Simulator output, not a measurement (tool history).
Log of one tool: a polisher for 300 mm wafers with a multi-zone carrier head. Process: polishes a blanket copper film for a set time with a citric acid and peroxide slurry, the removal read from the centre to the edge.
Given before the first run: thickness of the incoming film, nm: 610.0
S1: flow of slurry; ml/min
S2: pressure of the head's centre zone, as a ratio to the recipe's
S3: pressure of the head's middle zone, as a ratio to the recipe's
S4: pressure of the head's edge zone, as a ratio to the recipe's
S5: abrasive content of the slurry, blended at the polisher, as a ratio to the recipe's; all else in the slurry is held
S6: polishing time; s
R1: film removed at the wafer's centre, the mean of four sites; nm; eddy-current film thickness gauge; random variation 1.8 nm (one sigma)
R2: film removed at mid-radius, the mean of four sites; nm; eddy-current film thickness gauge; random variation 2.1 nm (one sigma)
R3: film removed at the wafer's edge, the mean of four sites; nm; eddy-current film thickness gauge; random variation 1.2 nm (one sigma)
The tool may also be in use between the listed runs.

run 1 hour=0 | S1=280 S2=1 S3=1 S4=1 S5=1 S6=75 | R1=212.8 R2=207.36 R3=209.23
run 2 hour=2.9 | S1=280 S2=1 S3=1 S4=0.94 S5=1 S6=75 | R1=204.28 R2=205.25 R3=204.17
run 3 hour=4.4 | S1=280 S2=1 S3=1 S4=0.94 S5=1 S6=87 | R1=243.58 R2=237.3 R3=241.06
run 4 hour=12.2 | S1=280 S2=1 S3=1 S4=0.94 S5=0.9 S6=87 | R1=230.86 R2=233.8 R3=230.73
run 5 hour=16 | S1=280 S2=1 S3=1 S4=0.91 S5=0.9 S6=87 | R1=228.51 R2=224.62 R3=227.78
run 6 hour=16.6 | S1=280 S2=0.99 S3=1.01 S4=0.9 S5=0.85 S6=84 | R1=221.03 R2=222.66 R3=217.04
run 7 hour=21.4 | S1=275 S2=0.97 S3=1.01 S4=0.9 S5=0.8 S6=81 | R1=196.82 R2=204.99 R3=201.89
run 8 hour=24 | S1=275 S2=0.96 S3=1.02 S4=0.89 S5=0.75 S6=79 | R1=190.41 R2=200.7 R3=195.36
run 9 hour=31.3 | S1=275 S2=0.95 S3=1.03 S4=0.88 S5=0.7 S6=77 | R1=179.8 R2=193.12 R3=182.31
run 10 hour=35.3 | S1=250 S2=0.85 S3=1.04 S4=0.82 S5=0.5 S6=63 | R1=118.8 R2=137.86 R3=126.55
run 11 hour=43.6 | S1=250 S2=0.85 S3=1.04 S4=0.82 S5=0.5 S6=63 | R1=113.47 R2=144.24 R3=128.44
run 12 hour=45.6 | S1=255 S2=0.85 S3=1.04 S4=0.82 S5=0.5 S6=63 | R1=116.18 R2=140.08 R3=126.05
run 13 hour=49.8 | S1=255 S2=0.85 S3=1.05 S4=0.83 S5=0.5 S6=63 | R1=117.86 R2=142.42 R3=128.45
run 14 hour=55.5 | S1=255 S2=0.85 S3=1.06 S4=0.83 S5=0.5 S6=63 | R1=117.32 R2=145.32 R3=127.75
run 15 hour=56.5 | S1=260 S2=0.85 S3=1.06 S4=0.84 S5=0.5 S6=63 | R1=115.62 R2=144.94 R3=130.75

What will run 16 give?
run 16 hour=58.5 | S1=265 S2=0.85 S3=1.06 S4=0.84 S5=0.5 S6=63 | R1=? R2=? R3=?

R1: 117.15 nm
R2: 149 nm
R3: 130.26 nm

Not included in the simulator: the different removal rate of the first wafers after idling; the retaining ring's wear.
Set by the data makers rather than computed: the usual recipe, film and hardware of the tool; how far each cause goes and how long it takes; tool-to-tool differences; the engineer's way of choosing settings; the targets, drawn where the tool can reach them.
